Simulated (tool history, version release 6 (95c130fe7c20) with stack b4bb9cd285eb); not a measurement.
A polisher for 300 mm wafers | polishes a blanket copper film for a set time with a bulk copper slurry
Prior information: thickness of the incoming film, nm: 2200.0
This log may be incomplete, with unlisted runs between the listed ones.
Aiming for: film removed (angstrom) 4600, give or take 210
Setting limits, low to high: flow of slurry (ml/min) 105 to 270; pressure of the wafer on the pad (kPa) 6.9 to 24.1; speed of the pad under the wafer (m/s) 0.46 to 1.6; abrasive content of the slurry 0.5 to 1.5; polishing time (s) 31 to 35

run    day  flow of slurry (ml/min)  pressure of the wafer on the pad (kPa)  speed of the pad under the wafer (m/s)  abrasive content of the slurry  polishing time (s)  film removed (angstrom)
  1      0                      175                                    15.2                                    1.02                               1                  35                   2931.9
  2  0.367                      175                                    15.9                                    1.02                               1                  35                   3062.8
  3    0.4                      175                                    15.9                                    1.02                             0.9                  35                   2998.5
  4  0.642                      175                                    16.5                                    1.02                             0.9                  35                   3100.3
  5  0.829                      175                                    17.2                                    1.02                             0.9                  35                   3226.2
  6  1.042                      175                                    19.3                                    1.02                             0.9                  35                   3674.8
  7  1.392                      175                                      20                                    1.02                             0.9                  35                   3704.8
  8  1.454                      175                                    20.7                                    1.02                             0.9                  35                   3892.8

Exactly one of the 4 candidate moves below puts every result within its allowed miss. Which one?
  A  1.517                      110                                    17.9                                    1.54                             0.7                  35                        ?
  B  1.517                      180                                    17.9                                    1.32                            1.05                  33                        ?
  C  1.517                      185                                    22.8                                    1.06                            0.75                  33                        ?
  D  1.517                      185                                    22.8                                    1.02                             0.9                  34                        ?

move  film removed (angstrom)
   A                   4459.1
   B                   4161.2
   C                     4049
   D                   4132.1
A: in spec on every target
B: an improvement on the last run, though not all results are within tolerance
C: an improvement on the last run, though not all results are within tolerance
D: an improvement on the last run, though not all results are within tolerance
Correct choice: A, which meets every target

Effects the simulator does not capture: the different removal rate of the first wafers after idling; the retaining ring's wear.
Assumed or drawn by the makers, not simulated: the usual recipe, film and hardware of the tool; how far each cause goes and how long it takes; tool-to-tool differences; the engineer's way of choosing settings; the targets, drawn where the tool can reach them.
